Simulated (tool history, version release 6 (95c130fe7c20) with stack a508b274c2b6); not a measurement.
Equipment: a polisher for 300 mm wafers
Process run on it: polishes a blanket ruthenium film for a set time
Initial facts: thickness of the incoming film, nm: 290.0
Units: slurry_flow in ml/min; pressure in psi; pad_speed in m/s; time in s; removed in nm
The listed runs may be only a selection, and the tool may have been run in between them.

run	hour	slurry_flow	pressure	pad_speed	time	removed
1	0.0	215	2.2	1.12	45	61.559
2	4.3	215	2.6	1.12	45	73.139
3	12.2	215	2.7	1.12	45	75.177
4	14.6	215	2.7	1.12	45	75.462
5	16.7	215	2.8	1.12	45	77.198
6	25.2	215	2.8	1.38	45	89.911

Expected results for the next run?
7	27.0	215	2.9	1.38	45	?

removed: 92.744 nm
